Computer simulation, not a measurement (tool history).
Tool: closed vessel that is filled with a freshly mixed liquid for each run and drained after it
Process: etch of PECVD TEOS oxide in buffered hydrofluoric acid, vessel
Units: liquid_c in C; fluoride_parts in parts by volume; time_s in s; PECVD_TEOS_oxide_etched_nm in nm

run,day,liquid_c,fluoride_parts,time_s,PECVD_TEOS_oxide_etched_nm
1,0.000,22.0,9.5,95,163.11
2,0.067,24.5,9.0,95,192.61
3,0.296,24.5,11.5,95,158.00
4,0.404,26.0,11.5,95,172.56
5,0.462,27.0,10.5,95,199.31
6,0.629,25.5,10.5,95,182.14

Run 7 comes next. What will it give?
7,0.721,27.0,9.5,95,?

Run 7 gave PECVD_TEOS_oxide_etched_nm 213.47 nm.
